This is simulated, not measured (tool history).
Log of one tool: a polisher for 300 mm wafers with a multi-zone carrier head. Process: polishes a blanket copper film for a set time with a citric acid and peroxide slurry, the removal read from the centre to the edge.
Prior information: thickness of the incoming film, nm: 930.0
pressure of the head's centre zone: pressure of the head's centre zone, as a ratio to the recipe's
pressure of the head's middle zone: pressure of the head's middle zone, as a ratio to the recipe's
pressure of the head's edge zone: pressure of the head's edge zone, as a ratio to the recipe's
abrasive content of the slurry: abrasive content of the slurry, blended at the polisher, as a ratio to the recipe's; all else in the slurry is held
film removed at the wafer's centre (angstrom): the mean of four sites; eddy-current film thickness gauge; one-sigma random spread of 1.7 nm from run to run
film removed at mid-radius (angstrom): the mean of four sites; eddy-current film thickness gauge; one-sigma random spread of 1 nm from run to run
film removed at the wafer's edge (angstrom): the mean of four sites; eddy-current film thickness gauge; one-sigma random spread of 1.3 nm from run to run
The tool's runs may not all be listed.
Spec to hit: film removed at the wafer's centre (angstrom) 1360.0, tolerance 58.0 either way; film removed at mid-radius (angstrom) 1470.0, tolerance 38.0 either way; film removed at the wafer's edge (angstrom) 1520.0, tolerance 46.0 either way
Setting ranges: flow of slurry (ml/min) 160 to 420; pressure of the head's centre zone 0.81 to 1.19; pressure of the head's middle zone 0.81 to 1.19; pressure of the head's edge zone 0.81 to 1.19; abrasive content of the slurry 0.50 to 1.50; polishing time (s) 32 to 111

| run | hour | flow of slurry (ml/min) | pressure of the head's centre zone | pressure of the head's middle zone | pressure of the head's edge zone | abrasive content of the slurry | polishing time (s) | film removed at the wafer's centre (angstrom) | film removed at mid-radius (angstrom) | film removed at the wafer's edge (angstrom) |
|---|---|---|---|---|---|---|---|---|---|---|
| 1 | 0.0 | 270 | 1.00 | 1.00 | 1.00 | 1.00 | 71 | 1751.6 | 1756.8 | 1740.1 |
| 2 | 9.0 | 265 | 0.97 | 0.98 | 0.98 | 0.95 | 71 | 1681.0 | 1723.7 | 1714.6 |
| 3 | 10.9 | 265 | 0.97 | 0.98 | 0.98 | 0.95 | 78 | 1817.6 | 1861.0 | 1875.8 |
| 4 | 12.0 | 260 | 0.95 | 0.96 | 0.96 | 0.85 | 77 | 1758.1 | 1806.9 | 1826.4 |
| 5 | 20.4 | 260 | 0.95 | 0.96 | 0.91 | 0.85 | 77 | 1765.0 | 1772.8 | 1788.6 |
| 6 | 25.5 | 255 | 0.93 | 0.95 | 0.90 | 0.80 | 76 | 1703.0 | 1748.7 | 1738.2 |
| 7 | 27.0 | 250 | 0.91 | 0.93 | 0.90 | 0.75 | 75 | 1592.0 | 1660.5 | 1662.2 |
| 8 | 30.1 | 245 | 0.89 | 0.91 | 0.89 | 0.70 | 75 | 1568.4 | 1614.3 | 1649.8 |
| 9 | 35.9 | 240 | 0.87 | 0.90 | 0.89 | 0.65 | 75 | 1479.6 | 1591.4 | 1666.0 |
| 10 | 37.3 | 235 | 0.87 | 0.90 | 0.88 | 0.60 | 75 | 1479.3 | 1552.3 | 1625.1 |
| 11 | 42.2 | 235 | 0.87 | 0.90 | 0.88 | 0.60 | 75 | 1473.3 | 1582.7 | 1646.8 |
| 12 | 44.0 | 235 | 0.87 | 0.90 | 0.87 | 0.60 | 74 | 1454.4 | 1546.5 | 1601.2 |
| 13 | 48.8 | 230 | 0.86 | 0.90 | 0.86 | 0.60 | 74 | 1475.0 | 1547.4 | 1597.6 |
| 14 | 52.5 | 230 | 0.85 | 0.90 | 0.86 | 0.60 | 74 | 1448.3 | 1555.9 | 1590.9 |
| 15 | 56.5 | 230 | 0.84 | 0.89 | 0.85 | 0.60 | 74 | 1418.8 | 1522.6 | 1600.1 |
| 16 | 57.8 | 230 | 0.84 | 0.89 | 0.84 | 0.60 | 74 | 1406.4 | 1537.0 | 1585.7 |
| 17 | 66.1 | 230 | 0.84 | 0.89 | 0.83 | 0.60 | 74 | 1433.9 | 1535.2 | 1577.8 |

Below are 4 possible settings for the next run. Only one of them brings all results inside the allowed miss of their targets. Which is it?
| A | 74.4 | 270 | 0.98 | 0.95 | 0.87 | 0.70 | 67 | ? | ? | ? |
| B | 74.4 | 220 | 0.87 | 0.93 | 0.81 | 0.65 | 68 | ? | ? | ? |
| C | 74.4 | 215 | 0.98 | 0.88 | 0.81 | 0.55 | 68 | ? | ? | ? |
| D | 74.4 | 270 | 0.84 | 0.88 | 0.83 | 0.50 | 72 | ? | ? | ? |

| move | film removed at the wafer's centre (angstrom) | film removed at mid-radius (angstrom) | film removed at the wafer's edge (angstrom) |
|---|---|---|---|
| A | 1549.6 | 1524.2 | 1506.2 |
| B | 1348.0 | 1473.7 | 1450.8 |
| C | 1489.7 | 1379.7 | 1424.9 |
| D | 1378.4 | 1488.0 | 1539.6 |
A: misses by more than the last run did
B: the worst result of the last run now meets its target, but another is out of spec
C: takes the result that was furthest off past its target
D: each result inside its tolerance
Go with D: it meets all targets.

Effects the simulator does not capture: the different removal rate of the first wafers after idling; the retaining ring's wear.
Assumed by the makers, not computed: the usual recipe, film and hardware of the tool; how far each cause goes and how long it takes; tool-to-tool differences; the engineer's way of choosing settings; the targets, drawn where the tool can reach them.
